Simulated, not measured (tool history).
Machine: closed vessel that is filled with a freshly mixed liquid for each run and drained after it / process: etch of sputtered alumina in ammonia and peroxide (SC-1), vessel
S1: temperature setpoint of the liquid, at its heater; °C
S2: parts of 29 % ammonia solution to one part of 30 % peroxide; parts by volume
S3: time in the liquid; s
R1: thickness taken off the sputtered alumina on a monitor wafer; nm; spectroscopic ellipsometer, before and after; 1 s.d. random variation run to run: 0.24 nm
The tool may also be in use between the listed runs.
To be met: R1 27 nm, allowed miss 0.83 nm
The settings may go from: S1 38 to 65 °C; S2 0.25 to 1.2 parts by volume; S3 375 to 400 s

run  hour    S1    S2   S3      R1
  1     0    49  0.95  375  35.236
  2   1.9  48.5  0.95  375  34.246
  3   8.4    48  0.95  375  33.105
  4  12.7  47.5  0.95  375  31.876
  5  13.3  53.5  0.95  375  45.058
  6  18.9    52  0.95  375  41.342
  7  22.1    51  0.95  375  38.248
  8  27.8    50  0.95  375  36.205
  9    35    50  0.95  375  37.156
 10  41.3    49  0.95  375  34.944
 11  48.8  48.5  0.95  375  34.273
 12  54.8    48  0.95  375  33.232
 13  59.4  47.5  0.95  375  32.271
 14  60.6    47  0.95  375  31.422
 15  65.2  46.5  0.95  375  30.584

4 next moves are on the table. One of them brings every result within its allowed miss. Which?
  A  69.8    46  1.05  400   ?
  B  69.8  47.5   0.6  400   ?
  C  69.8  43.5  0.75  400   ?
  D  69.8    48   1.1  375   ?

move      R1
   A  31.891
   B  32.895
   C  26.777
   D  33.599
A: further off than the last run
B: further off than the last run
C: all results in spec
D: further off than the last run
So the answer is move C, the one that meets all the targets.
